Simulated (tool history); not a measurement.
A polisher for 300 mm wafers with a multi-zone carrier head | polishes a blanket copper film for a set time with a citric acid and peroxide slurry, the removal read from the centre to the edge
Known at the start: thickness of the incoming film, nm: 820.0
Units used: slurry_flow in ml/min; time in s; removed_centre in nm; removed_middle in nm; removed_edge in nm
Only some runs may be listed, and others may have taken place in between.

run	hour	slurry_flow	centre_zone	middle_zone	edge_zone	slurry_solids	time	removed_centre	removed_middle	removed_edge
1	0.0	175	1.00	1.00	1.00	1.00	66	147.770	145.570	148.050
2	5.2	175	1.00	1.00	1.00	0.85	66	141.600	141.040	141.860
3	7.9	175	0.95	1.00	1.00	0.85	66	138.160	147.730	141.860
4	15.7	175	0.95	0.92	1.00	0.85	66	139.080	136.390	146.130
5	24.5	165	0.92	0.93	0.99	0.75	61	118.630	122.770	127.350
6	31.2	125	0.92	0.93	0.99	0.75	61	110.570	111.570	121.340
7	36.8	115	0.82	1.03	0.89	0.50	52	75.080	93.358	89.355

Run 8 comes next. What will it give?
8	41.8	125	0.82	1.04	0.89	0.50	52	?	?	?

Run 8 produced removed_centre 78.177 nm, removed_middle 98.818 nm, removed_edge 89.752 nm.

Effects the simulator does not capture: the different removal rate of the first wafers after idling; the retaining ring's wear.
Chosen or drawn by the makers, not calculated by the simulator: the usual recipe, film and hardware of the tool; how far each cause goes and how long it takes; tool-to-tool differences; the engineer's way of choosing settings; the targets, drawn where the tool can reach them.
